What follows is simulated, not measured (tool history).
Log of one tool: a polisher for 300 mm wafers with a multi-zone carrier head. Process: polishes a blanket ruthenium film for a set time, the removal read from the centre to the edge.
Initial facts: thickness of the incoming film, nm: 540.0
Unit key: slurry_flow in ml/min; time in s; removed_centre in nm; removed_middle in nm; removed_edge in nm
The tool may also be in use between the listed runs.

run 1 day=0.000 | slurry_flow=255 centre_zone=1.00 middle_zone=1.00 edge_zone=1.00 time=88 | removed_centre=105.99 removed_middle=109.83 removed_edge=107.79
run 2 day=0.329 | slurry_flow=255 centre_zone=1.00 middle_zone=1.00 edge_zone=1.00 time=96 | removed_centre=116.38 removed_middle=119.41 removed_edge=121.72
run 3 day=0.679 | slurry_flow=225 centre_zone=1.00 middle_zone=1.00 edge_zone=1.00 time=96 | removed_centre=111.59 removed_middle=118.60 removed_edge=118.84
run 4 day=1.038 | slurry_flow=190 centre_zone=1.00 middle_zone=1.00 edge_zone=1.00 time=96 | removed_centre=114.31 removed_middle=114.26 removed_edge=117.25
run 5 day=1.246 | slurry_flow=190 centre_zone=1.00 middle_zone=1.00 edge_zone=0.93 time=96 | removed_centre=114.82 removed_middle=114.45 removed_edge=112.50
run 6 day=1.529 | slurry_flow=195 centre_zone=1.04 middle_zone=1.00 edge_zone=0.96 time=103 | removed_centre=123.72 removed_middle=124.30 removed_edge=123.38
run 7 day=1.571 | slurry_flow=195 centre_zone=1.08 middle_zone=0.97 edge_zone=0.95 time=111 | removed_centre=140.71 removed_middle=130.46 removed_edge=132.29
run 8 day=1.792 | slurry_flow=205 centre_zone=1.10 middle_zone=0.97 edge_zone=0.98 time=115 | removed_centre=150.15 removed_middle=135.44 removed_edge=138.89
run 9 day=2.079 | slurry_flow=215 centre_zone=1.11 middle_zone=0.98 edge_zone=1.01 time=118 | removed_centre=155.53 removed_middle=142.44 removed_edge=145.73
run 10 day=2.296 | slurry_flow=225 centre_zone=1.12 middle_zone=0.98 edge_zone=1.03 time=120 | removed_centre=163.02 removed_middle=144.94 removed_edge=151.12

Forecast run 11:
run 11 day=2.658 | slurry_flow=235 centre_zone=1.12 middle_zone=0.99 edge_zone=1.05 time=121 | removed_centre=? removed_middle=? removed_edge=?

{"run 11": {"removed_centre": 159.31, "removed_middle": 146.7, "removed_edge": 153.75}}
